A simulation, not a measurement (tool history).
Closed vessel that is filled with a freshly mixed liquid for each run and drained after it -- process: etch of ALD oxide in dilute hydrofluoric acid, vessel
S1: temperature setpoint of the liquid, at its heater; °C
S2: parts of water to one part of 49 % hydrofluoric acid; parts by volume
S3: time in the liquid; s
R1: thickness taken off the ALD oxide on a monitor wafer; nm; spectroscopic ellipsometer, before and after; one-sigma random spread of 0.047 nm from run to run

run  hour  S1   S2  S3      R1
  1     0  21  235  85  3.8931
  2   1.6  21  300  85  2.8655
  3   7.5  21  300  85  2.8913
  4   9.4  22  275  85  3.3193
  5  17.8  23  255  85   3.774
  6  24.2  23  255  45  2.0071
  7    28  27  160  55  5.0337
  8  33.5  27  150  55  5.4288
  9  36.2  27  140  55  5.8468

What does the tool deliver on the next run?
 10  42.4  29  85  55   ?

For run 10 the tool returned R1 11.196 nm.
